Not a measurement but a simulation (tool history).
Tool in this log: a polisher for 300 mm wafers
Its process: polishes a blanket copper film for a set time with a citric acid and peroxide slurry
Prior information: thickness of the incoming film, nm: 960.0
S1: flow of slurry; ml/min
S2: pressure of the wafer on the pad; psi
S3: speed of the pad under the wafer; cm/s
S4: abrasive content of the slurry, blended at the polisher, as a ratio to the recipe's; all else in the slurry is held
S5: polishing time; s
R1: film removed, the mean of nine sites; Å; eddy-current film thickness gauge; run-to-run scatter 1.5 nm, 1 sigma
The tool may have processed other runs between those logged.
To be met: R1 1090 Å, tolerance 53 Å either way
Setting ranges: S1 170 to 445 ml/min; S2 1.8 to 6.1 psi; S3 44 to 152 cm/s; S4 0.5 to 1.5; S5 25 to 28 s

run    day   S1   S2   S3  S4  S5      R1
  1      0  285  3.9   98   1  28  633.26
  2  0.308  285  4.6  100   1  28  763.66
  3  0.346  285  4.6  110   1  28  824.71
  4  0.512  285  3.9  110   1  28  699.34
  5  0.767  285  3.9  110   1  25  619.94
     0.821  -- slurry blender recalibrated
  6  0.821  285  4.6  112   1  25   762.4
  7  1.083  285  5.1  114   1  25  883.16
  8  1.162  285  5.4  114   1  25  920.59

Below are 5 possible settings for the next run. Only one of them brings all results inside the allowed miss of their targets. Which is it?
  A  1.242  310  4.6  100     1  25   ?
  B  1.242  240  5.8  112   1.2  25   ?
  C  1.242  290  4.7  104  0.75  25   ?
  D  1.242  370  4.9  124  1.15  28   ?
  E  1.242  320  5.2  112   0.8  25   ?

move      R1
   A  705.97
   B  984.97
   C   711.1
   D  1074.6
   E  856.09
A: lands further from the targets than the last run did
B: closes in on the targets versus the last run, not all within tolerance yet
C: lands further from the targets than the last run did
D: in spec on every target
E: lands further from the targets than the last run did
Go with D: it meets all targets.

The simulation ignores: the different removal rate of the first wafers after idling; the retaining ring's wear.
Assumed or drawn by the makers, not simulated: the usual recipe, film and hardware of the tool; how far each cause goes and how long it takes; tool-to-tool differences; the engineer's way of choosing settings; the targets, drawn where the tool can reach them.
